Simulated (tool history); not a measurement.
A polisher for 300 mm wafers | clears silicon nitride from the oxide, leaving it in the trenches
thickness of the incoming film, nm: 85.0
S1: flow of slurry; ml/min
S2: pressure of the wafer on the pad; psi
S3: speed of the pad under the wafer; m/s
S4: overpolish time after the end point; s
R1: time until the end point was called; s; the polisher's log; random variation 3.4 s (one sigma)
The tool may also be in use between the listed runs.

run,hour,S1,S2,S3,S4,R1
1,0,170,3.1,0.78,29,103.72
2,6.9,140,3.1,0.78,29,107.32
3,9.2,140,3.6,0.78,29,94.115
4,12.5,140,3.2,0.76,29,107.05
5,19,105,3.2,0.76,29,114.68
6,23.4,105,3.2,0.76,31,114.31
7,31.1,105,2.9,0.74,31,128.61
8,34,105,2.7,0.74,31,135.8
9,35.4,105,2.5,0.74,31,149.47

Forecast run 10:
10,37.6,105,2.4,0.74,31,?

R1: 155.29 s

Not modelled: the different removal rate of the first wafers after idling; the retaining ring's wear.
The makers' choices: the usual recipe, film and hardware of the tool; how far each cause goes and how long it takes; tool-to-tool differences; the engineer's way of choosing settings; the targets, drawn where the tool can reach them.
